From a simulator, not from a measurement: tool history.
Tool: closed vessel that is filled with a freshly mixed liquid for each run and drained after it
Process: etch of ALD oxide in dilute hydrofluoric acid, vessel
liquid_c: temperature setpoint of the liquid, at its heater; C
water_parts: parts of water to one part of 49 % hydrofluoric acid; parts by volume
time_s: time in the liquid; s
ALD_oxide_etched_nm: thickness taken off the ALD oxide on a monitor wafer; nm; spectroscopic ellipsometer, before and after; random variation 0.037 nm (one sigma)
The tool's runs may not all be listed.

run  hour  liquid_c  water_parts  time_s  ALD_oxide_etched_nm
  1     0        21          160      65               6.8323
  2   1.5        21          120      65               9.5767
  3   5.4        23          120      65               10.545
  4   9.4        23           80      65               16.149
  5    10        23           80      65               16.451
  6  15.2        23           80      65               16.415
  7  17.4        22          105      65               11.628
  8  19.9        18          170      65               5.6634
  9  28.3        18          180      65               5.3843

Forecast run 10:
 10  35.9        18          190      65                    ?

Run 10 gave ALD_oxide_etched_nm 5.0181 nm.
